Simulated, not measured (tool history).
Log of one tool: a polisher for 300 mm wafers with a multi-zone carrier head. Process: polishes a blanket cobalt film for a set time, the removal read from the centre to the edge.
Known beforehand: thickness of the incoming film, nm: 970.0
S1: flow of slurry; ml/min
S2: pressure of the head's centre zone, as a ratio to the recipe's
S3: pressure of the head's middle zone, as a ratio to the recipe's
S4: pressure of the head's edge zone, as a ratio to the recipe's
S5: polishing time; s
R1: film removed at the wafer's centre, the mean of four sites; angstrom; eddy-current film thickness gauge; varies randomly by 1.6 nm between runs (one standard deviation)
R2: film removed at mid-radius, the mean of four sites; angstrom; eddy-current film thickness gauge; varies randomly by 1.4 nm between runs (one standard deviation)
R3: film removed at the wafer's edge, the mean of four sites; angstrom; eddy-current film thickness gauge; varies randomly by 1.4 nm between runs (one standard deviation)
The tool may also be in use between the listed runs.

{"run": 1, "hour": 0.0, "S1": 195, "S2": 1, "S3": 1, "S4": 1, "S5": 39, "R1": 989.63, "R2": 1064.7, "R3": 1054}
{"run": 2, "hour": 8.3, "S1": 200, "S2": 1, "S3": 1, "S4": 1.02, "S5": 40, "R1": 992.64, "R2": 1084.1, "R3": 1120}
{"run": 3, "hour": 12.4, "S1": 205, "S2": 1.01, "S3": 1.01, "S4": 1.03, "S5": 40, "R1": 1020, "R2": 1115.7, "R3": 1100.6}
{"run": 4, "hour": 20.6, "S1": 170, "S2": 1.01, "S3": 1.01, "S4": 1.03, "S5": 40, "R1": 987.55, "R2": 1076.4, "R3": 1084.7}
{"run": 5, "hour": 23.9, "S1": 175, "S2": 1.01, "S3": 1.01, "S4": 1.05, "S5": 41, "R1": 1007.5, "R2": 1114, "R3": 1140.1}
{"run": 6, "hour": 32.0, "S1": 175, "S2": 0.92, "S3": 1.01, "S4": 1.05, "S5": 41, "R1": 931.03, "R2": 1112, "R3": 1136.2}

Run 7 comes next. What will it give?
{"run": 7, "hour": 38.5, "S1": 180, "S2": 0.93, "S3": 1.01, "S4": 1.06, "S5": 41, "R1": "?", "R2": "?", "R3": "?"}

R1: 919.87 angstrom
R2: 1135.8 angstrom
R3: 1155.6 angstrom
